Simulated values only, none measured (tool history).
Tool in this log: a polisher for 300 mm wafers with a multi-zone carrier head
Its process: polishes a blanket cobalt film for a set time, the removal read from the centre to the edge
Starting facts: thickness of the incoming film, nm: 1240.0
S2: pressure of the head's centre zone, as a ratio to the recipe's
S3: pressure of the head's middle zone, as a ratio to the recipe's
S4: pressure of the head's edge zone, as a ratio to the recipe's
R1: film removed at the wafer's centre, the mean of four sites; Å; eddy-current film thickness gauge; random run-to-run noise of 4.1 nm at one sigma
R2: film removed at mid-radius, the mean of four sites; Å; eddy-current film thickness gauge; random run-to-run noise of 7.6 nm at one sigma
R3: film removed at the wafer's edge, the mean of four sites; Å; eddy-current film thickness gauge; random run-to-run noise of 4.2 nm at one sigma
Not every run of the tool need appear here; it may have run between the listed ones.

{"run": 1, "hour": 0.0, "flow of slurry (ml/min)": 195, "S2": 1, "S3": 1, "S4": 1, "polishing time (s)": 62, "R1": 4809.5, "R2": 4981.8, "R3": 5012.5}
{"run": 2, "hour": 6.3, "flow of slurry (ml/min)": 195, "S2": 1, "S3": 0.95, "S4": 1, "polishing time (s)": 62, "R1": 4866.3, "R2": 4731.5, "R3": 4968.2}
{"run": 3, "hour": 8.1, "flow of slurry (ml/min)": 195, "S2": 1.07, "S3": 0.95, "S4": 1, "polishing time (s)": 62, "R1": 5118.7, "R2": 4849, "R3": 5035.1}
{"run": 4, "hour": 10.2, "flow of slurry (ml/min)": 195, "S2": 1.13, "S3": 0.95, "S4": 1, "polishing time (s)": 62, "R1": 5461.5, "R2": 4768.8, "R3": 5003.1}
{"run": 5, "hour": 18.3, "flow of slurry (ml/min)": 195, "S2": 1.08, "S3": 0.95, "S4": 1, "polishing time (s)": 62, "R1": 5270.9, "R2": 4777.1, "R3": 4993.6}
{"run": 6, "hour": 19.7, "flow of slurry (ml/min)": 195, "S2": 1.08, "S3": 0.95, "S4": 1, "polishing time (s)": 54, "R1": 4507.5, "R2": 4144.7, "R3": 4308.5}
{"run": 7, "hour": 26.4, "flow of slurry (ml/min)": 220, "S2": 1.1, "S3": 1.02, "S4": 1.02, "polishing time (s)": 58, "R1": 5037.6, "R2": 4875, "R3": 4777}

What will run 8 give?
{"run": 8, "hour": 32.9, "flow of slurry (ml/min)": 240, "S2": 1.12, "S3": 1.07, "S4": 1.05, "polishing time (s)": 61, "R1": "?", "R2": "?", "R3": "?"}

{"run 8": {"R1": 5416.8, "R2": 5367.9, "R3": 5116.8}}
